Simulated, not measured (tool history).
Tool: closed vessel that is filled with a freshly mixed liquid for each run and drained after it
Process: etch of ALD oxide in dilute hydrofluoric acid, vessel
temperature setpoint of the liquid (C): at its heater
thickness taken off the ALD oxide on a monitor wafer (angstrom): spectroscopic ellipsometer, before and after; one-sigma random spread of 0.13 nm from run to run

| run | hour | temperature setpoint of the liquid (C) | parts of water to one part of 49 % hydrofluoric acid (parts by volume) | time in the liquid (s) | thickness taken off the ALD oxide on a monitor wafer (angstrom) |
|---|---|---|---|---|---|
| 1 | 0.0 | 23.0 | 70 | 275 | 622.18 |
| 2 | 1.6 | 23.0 | 70 | 275 | 624.80 |
| 3 | 10.8 | 21.5 | 70 | 275 | 582.72 |
| 4 | 20.0 | 18.5 | 70 | 275 | 513.52 |
| 5 | 26.3 | 18.0 | 75 | 275 | 468.05 |
| 6 | 31.5 | 18.0 | 75 | 290 | 497.10 |

Expected results for the next run?
| 7 | 32.6 | 18.0 | 80 | 290 | ? |

{"run 7": {"thickness taken off the ALD oxide on a monitor wafer (angstrom)": 463.4}}
